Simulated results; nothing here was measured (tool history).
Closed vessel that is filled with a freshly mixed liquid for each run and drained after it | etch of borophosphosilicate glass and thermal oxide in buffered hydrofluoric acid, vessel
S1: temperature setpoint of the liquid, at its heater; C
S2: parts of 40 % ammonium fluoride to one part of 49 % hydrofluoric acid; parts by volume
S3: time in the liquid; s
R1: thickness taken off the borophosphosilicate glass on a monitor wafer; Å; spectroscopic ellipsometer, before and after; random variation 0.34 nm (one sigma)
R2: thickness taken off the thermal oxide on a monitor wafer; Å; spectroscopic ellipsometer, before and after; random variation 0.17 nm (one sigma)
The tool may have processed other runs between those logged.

{"run": 1, "day": 0.0, "S1": 23.0, "S2": 12.5, "S3": 60, "R1": 1348.9, "R2": 503.32}
{"run": 2, "day": 0.275, "S1": 23.0, "S2": 9.0, "S3": 60, "R1": 1805.7, "R2": 675.01}
{"run": 3, "day": 0.579, "S1": 21.5, "S2": 11.0, "S3": 60, "R1": 1411.1, "R2": 521.54}
{"run": 4, "day": 0.775, "S1": 20.5, "S2": 12.5, "S3": 60, "R1": 1190.0, "R2": 436.81}
{"run": 5, "day": 0.933, "S1": 19.5, "S2": 14.0, "S3": 60, "R1": 997.71, "R2": 371.99}
{"run": 6, "day": 1.142, "S1": 19.0, "S2": 15.0, "S3": 60, "R1": 909.62, "R2": 335.91}
{"run": 7, "day": 1.288, "S1": 18.5, "S2": 15.5, "S3": 60, "R1": 857.41, "R2": 313.44}
{"run": 8, "day": 1.492, "S1": 18.0, "S2": 16.0, "S3": 60, "R1": 807.37, "R2": 294.16}

Run 9 comes next. What will it give?
{"run": 9, "day": 1.562, "S1": 18.0, "S2": 16.5, "S3": 60, "R1": "?", "R2": "?"}

Run 9 measured R1 780.37 Å, R2 284.95 Å.

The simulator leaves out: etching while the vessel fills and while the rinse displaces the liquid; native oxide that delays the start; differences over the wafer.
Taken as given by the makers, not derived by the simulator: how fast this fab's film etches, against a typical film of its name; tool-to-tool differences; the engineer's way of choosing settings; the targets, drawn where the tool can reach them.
